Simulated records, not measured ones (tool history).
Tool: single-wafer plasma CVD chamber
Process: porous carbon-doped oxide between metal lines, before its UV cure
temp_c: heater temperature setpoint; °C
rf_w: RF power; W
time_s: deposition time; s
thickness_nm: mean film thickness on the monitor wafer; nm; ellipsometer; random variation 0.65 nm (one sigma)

run 1 day=0 | temp_c=285 rf_w=560 time_s=33.8 | thickness_nm=216.32
run 2 day=0.192 | temp_c=282 rf_w=565 time_s=33.8 | thickness_nm=221.68
run 3 day=0.421 | temp_c=282 rf_w=525 time_s=33.8 | thickness_nm=213.67
run 4 day=0.633 | temp_c=279 rf_w=530 time_s=33.8 | thickness_nm=219.4
run 5 day=0.679 | temp_c=279 rf_w=610 time_s=33.8 | thickness_nm=234.05
run 6 day=0.879 | temp_c=279 rf_w=580 time_s=33.8 | thickness_nm=229.11

The next listed run, before its measurement:
run 7 day=1.117 | temp_c=277 rf_w=580 time_s=33.8 | thickness_nm=?

Run 7 gave thickness_nm 232.5 nm.

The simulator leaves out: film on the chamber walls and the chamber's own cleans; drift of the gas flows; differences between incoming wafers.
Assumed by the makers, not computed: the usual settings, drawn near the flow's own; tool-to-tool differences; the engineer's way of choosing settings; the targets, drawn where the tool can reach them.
